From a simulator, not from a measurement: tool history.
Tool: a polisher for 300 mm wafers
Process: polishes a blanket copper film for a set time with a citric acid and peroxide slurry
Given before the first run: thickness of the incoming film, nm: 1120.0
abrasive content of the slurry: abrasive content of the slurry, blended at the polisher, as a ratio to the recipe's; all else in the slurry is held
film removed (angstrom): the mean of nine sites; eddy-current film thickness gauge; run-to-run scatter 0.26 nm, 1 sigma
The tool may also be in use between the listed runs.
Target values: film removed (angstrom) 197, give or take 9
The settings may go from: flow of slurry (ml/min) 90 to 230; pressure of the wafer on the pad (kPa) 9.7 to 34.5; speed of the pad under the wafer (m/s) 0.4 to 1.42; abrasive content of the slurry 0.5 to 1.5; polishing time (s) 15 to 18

run	hour	flow of slurry (ml/min)	pressure of the wafer on the pad (kPa)	speed of the pad under the wafer (m/s)	abrasive content of the slurry	polishing time (s)	film removed (angstrom)
1	0	150	22.1	0.9	1	18	324.09
2	5.8	150	20.7	0.9	1	18	301.17
3	10.5	150	20.7	1.12	1	18	345.9
4	16.5	150	19.3	1.12	1	18	324.24
5	18	150	23.4	1.12	1	18	389.61
6	24.9	180	23.4	1.12	1	18	403.79
7	33	180	22.1	1.1	1	18	385.05
8	40.1	175	20.7	1.08	1	18	342.8
9	46.7	175	19.3	1.08	1	18	332.08
10	51.2	175	17.9	1.06	1	18	308.4

Below are 5 possible settings for the next run. Only one of them brings all results inside the allowed miss of their targets. Which is it?
A	55.7	165	22.1	1.26	1.1	18	?
B	55.7	160	11	1.06	1.3	15	?
C	55.7	165	13.8	0.82	0.95	15	?
D	55.7	190	13.8	0.94	1.1	15	?
E	55.7	185	13.1	0.98	0.9	15	?

move	film removed (angstrom)
A	427.89
B	184.95
C	175.05
D	202.2
E	186.22
A: misses by more than the last run did
B: carries the result that was furthest off beyond its target, to the other side
C: carries the result that was furthest off beyond its target, to the other side
D: meets every target
E: carries the result that was furthest off beyond its target, to the other side
The right move is D.
